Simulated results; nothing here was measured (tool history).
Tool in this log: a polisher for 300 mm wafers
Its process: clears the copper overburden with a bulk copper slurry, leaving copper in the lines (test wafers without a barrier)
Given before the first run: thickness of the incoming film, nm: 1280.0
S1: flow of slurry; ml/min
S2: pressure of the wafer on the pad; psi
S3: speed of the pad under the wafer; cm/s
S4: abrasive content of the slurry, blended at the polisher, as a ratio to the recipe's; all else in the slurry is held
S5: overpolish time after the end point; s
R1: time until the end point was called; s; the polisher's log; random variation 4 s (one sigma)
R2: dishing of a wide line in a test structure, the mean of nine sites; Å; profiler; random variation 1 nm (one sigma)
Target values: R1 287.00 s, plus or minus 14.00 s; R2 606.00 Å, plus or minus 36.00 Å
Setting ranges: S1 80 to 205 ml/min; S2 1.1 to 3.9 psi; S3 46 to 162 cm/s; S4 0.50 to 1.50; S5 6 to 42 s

run  hour   S1   S2   S3    S4  S5      R1      R2
  1   0.0  135  2.5  104  1.00  21  177.55  847.86
  2   3.4  135  2.2  104  1.00  21  202.77  774.87
  3   4.4  135  2.0  104  1.00  21  228.44  713.91
  4  10.1  135  2.0  104  1.20  21  215.67  733.23
  5  12.2  135  2.0  104  1.30  21  210.16  735.26
  6  16.0  135  2.0  104  1.30  29  216.30  920.31
  7  20.8  135  1.8  104  1.30  27  236.08  799.46
  8  23.6  135  1.8  104  1.30  27  236.66  833.15
  9  25.3  135  1.7  104  1.30  26  249.29  778.70
 10  26.6  130  1.3  104  1.30  21  327.02  516.21
 11  32.9  135  1.3  104  1.30  21  319.31  522.74
 12  40.3  140  1.3  104  1.30  21  315.44  521.79
     44.8  -- slurry blender recalibrated
 13  44.8  140  1.3  104  1.30  22  306.59  558.38
 14  51.8  150  1.5  104  1.30  23  255.98  658.91
 15  56.8  145  1.5  104  1.30  23  265.63  656.63
 16  62.3  140  1.5  104  1.30  23  267.33  673.78
 17  68.6  135  1.5  104  1.30  23  259.21  650.08

Exercise: of the 4 proposed moves below, exactly one satisfies all targets within the stated allowed misses. Which move is it?
  A  74.9  135  1.6  102  1.30  20   ?   ?
  B  74.9  135  1.9  102  1.10  16   ?   ?
  C  74.9  110  1.5  104  1.05  22   ?   ?
  D  74.9  150  1.6  106  1.20  26   ?   ?

move      R1      R2
   A  256.38  603.24
   B  224.60  577.14
   C  285.49  592.45
   D  247.86  736.35
A: misses by more than the last run did
B: misses by more than the last run did
C: meets every target
D: misses by more than the last run did
C meets every target.
